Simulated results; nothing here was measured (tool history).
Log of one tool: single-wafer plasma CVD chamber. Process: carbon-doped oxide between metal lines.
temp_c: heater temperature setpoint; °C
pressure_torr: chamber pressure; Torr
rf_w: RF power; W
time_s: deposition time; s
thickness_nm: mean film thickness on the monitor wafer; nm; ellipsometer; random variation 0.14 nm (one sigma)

run 1 hour=0.0 | temp_c=335 pressure_torr=3.64 rf_w=560 time_s=10.8 | thickness_nm=61.796
run 2 hour=8.5 | temp_c=335 pressure_torr=3.64 rf_w=560 time_s=10.8 | thickness_nm=61.383
run 3 hour=11.9 | temp_c=335 pressure_torr=3.64 rf_w=560 time_s=10.8 | thickness_nm=61.362
run 4 hour=14.2 | temp_c=335 pressure_torr=3.64 rf_w=600 time_s=10.8 | thickness_nm=64.664
run 5 hour=20.9 | temp_c=335 pressure_torr=3.64 rf_w=600 time_s=10.8 | thickness_nm=64.453
run 6 hour=21.7 | temp_c=340 pressure_torr=3.64 rf_w=600 time_s=10.8 | thickness_nm=63.542
run 7 hour=25.7 | temp_c=342 pressure_torr=3.50 rf_w=590 time_s=10.8 | thickness_nm=62.203
run 8 hour=30.4 | temp_c=344 pressure_torr=3.40 rf_w=580 time_s=10.8 | thickness_nm=60.479

Run 9 comes next. What will it give?
run 9 hour=31.1 | temp_c=346 pressure_torr=3.32 rf_w=580 time_s=10.8 | thickness_nm=?

thickness_nm: 60.251 nm

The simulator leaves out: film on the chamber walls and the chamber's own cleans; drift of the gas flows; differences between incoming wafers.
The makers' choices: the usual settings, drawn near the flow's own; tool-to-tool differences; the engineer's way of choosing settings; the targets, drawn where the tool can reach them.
